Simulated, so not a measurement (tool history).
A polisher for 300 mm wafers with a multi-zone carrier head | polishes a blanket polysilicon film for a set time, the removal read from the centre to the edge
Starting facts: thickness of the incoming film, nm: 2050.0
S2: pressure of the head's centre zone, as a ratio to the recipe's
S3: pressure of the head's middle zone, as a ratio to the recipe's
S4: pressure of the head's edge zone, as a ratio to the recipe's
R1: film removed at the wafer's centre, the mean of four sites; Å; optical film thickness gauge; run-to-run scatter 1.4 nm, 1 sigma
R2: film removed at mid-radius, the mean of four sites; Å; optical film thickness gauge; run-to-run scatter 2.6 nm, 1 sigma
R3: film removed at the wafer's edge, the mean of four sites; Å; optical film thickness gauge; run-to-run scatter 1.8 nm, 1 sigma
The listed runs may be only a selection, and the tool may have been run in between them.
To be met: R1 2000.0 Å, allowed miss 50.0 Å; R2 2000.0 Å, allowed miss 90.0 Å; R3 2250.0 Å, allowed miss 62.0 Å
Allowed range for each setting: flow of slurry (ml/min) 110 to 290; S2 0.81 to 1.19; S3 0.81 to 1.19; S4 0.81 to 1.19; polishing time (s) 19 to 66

{"run": 1, "hour": 0.0, "flow of slurry (ml/min)": 185, "S2": 1.0, "S3": 1.0, "S4": 1.0, "polishing time (s)": 42, "R1": 1619.5, "R2": 1813.1, "R3": 1807.6}
{"run": 2, "hour": 3.9, "flow of slurry (ml/min)": 185, "S2": 1.0, "S3": 1.0, "S4": 1.0, "polishing time (s)": 47, "R1": 1801.1, "R2": 2093.2, "R3": 2044.8}
{"run": 3, "hour": 6.3, "flow of slurry (ml/min)": 185, "S2": 1.0, "S3": 1.0, "S4": 1.06, "polishing time (s)": 47, "R1": 1798.9, "R2": 2043.4, "R3": 2090.0}
{"run": 4, "hour": 14.9, "flow of slurry (ml/min)": 185, "S2": 1.0, "S3": 1.06, "S4": 1.06, "polishing time (s)": 47, "R1": 1821.7, "R2": 2141.2, "R3": 2087.2}
{"hour": 20.2, "done": "centre zone pressure recalibrated"}
{"run": 5, "hour": 20.2, "flow of slurry (ml/min)": 185, "S2": 1.0, "S3": 1.06, "S4": 0.98, "polishing time (s)": 47, "R1": 2045.4, "R2": 2131.8, "R3": 2044.0}
{"run": 6, "hour": 27.1, "flow of slurry (ml/min)": 165, "S2": 1.03, "S3": 0.99, "S4": 0.97, "polishing time (s)": 49, "R1": 2139.2, "R2": 2074.0, "R3": 2069.3}
{"run": 7, "hour": 34.7, "flow of slurry (ml/min)": 160, "S2": 1.02, "S3": 0.94, "S4": 0.98, "polishing time (s)": 50, "R1": 2138.2, "R2": 2062.7, "R3": 2105.6}
{"run": 8, "hour": 43.1, "flow of slurry (ml/min)": 160, "S2": 1.01, "S3": 0.9, "S4": 1.0, "polishing time (s)": 51, "R1": 2183.6, "R2": 2001.5, "R3": 2196.6}

Below are 5 possible settings for the next run. Only one of them brings all results inside the allowed miss of their targets. Which is it?
{"run": "A", "hour": 51.5, "flow of slurry (ml/min)": 110, "S2": 0.91, "S3": 0.86, "S4": 0.95, "polishing time (s)": 53, "R1": "?", "R2": "?", "R3": "?"}
{"run": "B", "hour": 51.5, "flow of slurry (ml/min)": 175, "S2": 0.92, "S3": 0.85, "S4": 1.03, "polishing time (s)": 51, "R1": "?", "R2": "?", "R3": "?"}
{"run": "C", "hour": 51.5, "flow of slurry (ml/min)": 190, "S2": 0.96, "S3": 1.08, "S4": 1.07, "polishing time (s)": 47, "R1": "?", "R2": "?", "R3": "?"}
{"run": "D", "hour": 51.5, "flow of slurry (ml/min)": 145, "S2": 1.09, "S3": 0.86, "S4": 1.09, "polishing time (s)": 53, "R1": "?", "R2": "?", "R3": "?"}
{"run": "E", "hour": 51.5, "flow of slurry (ml/min)": 135, "S2": 1.03, "S3": 0.81, "S4": 1.05, "polishing time (s)": 55, "R1": "?", "R2": "?", "R3": "?"}

move=A R1=1910.6 R2=1933.0 R3=2160.6
move=B R1=1991.6 R2=1962.9 R3=2243.7
move=C R1=1939.1 R2=2132.1 R3=2110.4
move=D R1=2391.4 R2=2005.0 R3=2346.5
move=E R1=2318.7 R2=1987.3 R3=2382.4
A: takes the biggest miss from the last run beyond its target
B: all results land within tolerance of their targets
C: takes the biggest miss from the last run beyond its target
D: lands further from the targets than the last run did
E: lands further from the targets than the last run did
B is the move that brings every result within its allowed miss.

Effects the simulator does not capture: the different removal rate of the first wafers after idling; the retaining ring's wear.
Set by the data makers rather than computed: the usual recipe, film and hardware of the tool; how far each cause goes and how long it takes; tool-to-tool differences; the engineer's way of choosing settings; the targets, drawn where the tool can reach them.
